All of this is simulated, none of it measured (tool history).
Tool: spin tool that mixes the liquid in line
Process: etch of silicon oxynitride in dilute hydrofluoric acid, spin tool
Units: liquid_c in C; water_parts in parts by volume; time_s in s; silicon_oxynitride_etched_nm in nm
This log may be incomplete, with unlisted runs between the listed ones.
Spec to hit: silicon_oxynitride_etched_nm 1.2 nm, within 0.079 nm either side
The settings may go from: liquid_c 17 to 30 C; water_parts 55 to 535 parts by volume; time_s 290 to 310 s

{"run": 1, "day": 0.0, "liquid_c": 22, "water_parts": 295, "time_s": 290, "silicon_oxynitride_etched_nm": 2.1868}
{"run": 2, "day": 0.171, "liquid_c": 22, "water_parts": 295, "time_s": 290, "silicon_oxynitride_etched_nm": 2.2761}
{"run": 3, "day": 0.504, "liquid_c": 21, "water_parts": 325, "time_s": 290, "silicon_oxynitride_etched_nm": 1.9673}
{"run": 4, "day": 0.575, "liquid_c": 20.5, "water_parts": 355, "time_s": 290, "silicon_oxynitride_etched_nm": 1.726}
{"run": 5, "day": 0.821, "liquid_c": 20.5, "water_parts": 310, "time_s": 290, "silicon_oxynitride_etched_nm": 1.9681}
{"run": 6, "day": 1.058, "liquid_c": 20.5, "water_parts": 270, "time_s": 290, "silicon_oxynitride_etched_nm": 2.373}
{"run": 7, "day": 1.146, "liquid_c": 20, "water_parts": 310, "time_s": 290, "silicon_oxynitride_etched_nm": 2.0151}
{"run": 8, "day": 1.412, "liquid_c": 19.5, "water_parts": 340, "time_s": 290, "silicon_oxynitride_etched_nm": 1.6925}
{"run": 9, "day": 1.438, "liquid_c": 19, "water_parts": 355, "time_s": 290, "silicon_oxynitride_etched_nm": 1.5771}
{"run": 10, "day": 1.679, "liquid_c": 18.5, "water_parts": 370, "time_s": 290, "silicon_oxynitride_etched_nm": 1.4802}
{"run": 11, "day": 1.812, "liquid_c": 18, "water_parts": 380, "time_s": 290, "silicon_oxynitride_etched_nm": 1.3959}
{"run": 12, "day": 1.925, "liquid_c": 18, "water_parts": 390, "time_s": 290, "silicon_oxynitride_etched_nm": 1.3388}
{"run": 13, "day": 2.138, "liquid_c": 18, "water_parts": 395, "time_s": 290, "silicon_oxynitride_etched_nm": 1.3634}

Which single option among these 4 for the next run brings every result within its allowed miss of target? Just one does.
{"run": "A", "day": 2.35, "liquid_c": 19.5, "water_parts": 360, "time_s": 290, "silicon_oxynitride_etched_nm": "?"}
{"run": "B", "day": 2.35, "liquid_c": 19, "water_parts": 440, "time_s": 290, "silicon_oxynitride_etched_nm": "?"}
{"run": "C", "day": 2.35, "liquid_c": 17, "water_parts": 515, "time_s": 310, "silicon_oxynitride_etched_nm": "?"}
{"run": "D", "day": 2.35, "liquid_c": 18, "water_parts": 370, "time_s": 310, "silicon_oxynitride_etched_nm": "?"}

move=A silicon_oxynitride_etched_nm=1.6111
move=B silicon_oxynitride_etched_nm=1.235
move=C silicon_oxynitride_etched_nm=0.99795
move=D silicon_oxynitride_etched_nm=1.5605
A: misses by more than the last run did
B: in spec on every target
C: takes the result that was furthest off past its target
D: misses by more than the last run did
The move that meets every target is B.
